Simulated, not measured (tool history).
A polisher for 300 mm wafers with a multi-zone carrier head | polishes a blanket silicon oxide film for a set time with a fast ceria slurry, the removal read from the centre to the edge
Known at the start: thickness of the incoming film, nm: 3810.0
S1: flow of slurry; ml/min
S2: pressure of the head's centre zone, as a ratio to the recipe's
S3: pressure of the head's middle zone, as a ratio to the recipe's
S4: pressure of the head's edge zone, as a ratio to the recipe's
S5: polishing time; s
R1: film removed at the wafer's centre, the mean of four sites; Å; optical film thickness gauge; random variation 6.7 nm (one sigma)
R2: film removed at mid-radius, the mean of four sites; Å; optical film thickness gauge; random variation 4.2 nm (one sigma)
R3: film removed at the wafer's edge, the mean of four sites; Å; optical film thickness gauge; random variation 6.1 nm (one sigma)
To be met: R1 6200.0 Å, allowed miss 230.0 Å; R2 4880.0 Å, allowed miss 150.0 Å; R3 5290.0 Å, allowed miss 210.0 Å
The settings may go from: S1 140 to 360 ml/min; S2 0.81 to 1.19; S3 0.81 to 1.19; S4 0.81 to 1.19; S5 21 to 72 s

run 1 hour=0.0 | S1=230 S2=1.00 S3=1.00 S4=1.00 S5=46 | R1=6862.2 R2=6893.8 R3=6879.3
run 2 hour=6.5 | S1=225 S2=1.03 S3=0.95 S4=0.96 S5=43 | R1=6594.1 R2=6168.2 R3=6139.1
run 3 hour=12.6 | S1=215 S2=1.05 S3=0.90 S4=0.96 S5=42 | R1=6415.0 R2=5748.1 R3=6007.5
run 4 hour=13.5 | S1=215 S2=0.97 S3=0.90 S4=0.96 S5=42 | R1=6060.5 R2=5637.4 R3=6034.6
run 5 hour=20.6 | S1=210 S2=1.01 S3=0.87 S4=0.94 S5=41 | R1=5887.6 R2=5351.3 R3=5852.4
run 6 hour=26.2 | S1=210 S2=1.06 S3=0.85 S4=0.92 S5=40 | R1=6130.1 R2=5201.3 R3=5588.5
run 7 hour=28.3 | S1=205 S2=1.08 S3=0.84 S4=0.91 S5=40 | R1=6283.2 R2=5105.3 R3=5510.0
run 8 hour=29.4 | S1=180 S2=1.09 S3=0.81 S4=0.87 S5=39 | R1=6094.8 R2=4716.9 R3=5200.5

Which of these 4 next moves meets every target?
run A hour=30.5 | S1=145 S2=1.19 S3=0.85 S4=0.94 S5=38 | R1=? R2=? R3=?
run B hour=30.5 | S1=195 S2=1.00 S3=0.91 S4=0.82 S5=40 | R1=? R2=? R3=?
run C hour=30.5 | S1=230 S2=1.14 S3=0.85 S4=0.91 S5=37 | R1=? R2=? R3=?
run D hour=30.5 | S1=170 S2=1.06 S3=0.86 S4=0.90 S5=39 | R1=? R2=? R3=?

move=A R1=6004.6 R2=4547.2 R3=5290.2
move=B R1=5759.1 R2=5383.4 R3=5462.6
move=C R1=6183.4 R2=4823.0 R3=5399.9
move=D R1=5758.5 R2=4883.0 R3=5455.9
A: further off than the last run
B: takes the result that was furthest off past its target
C: meets every target
D: brings the result that was furthest off to its target, and leaves another outside
The right move is C.
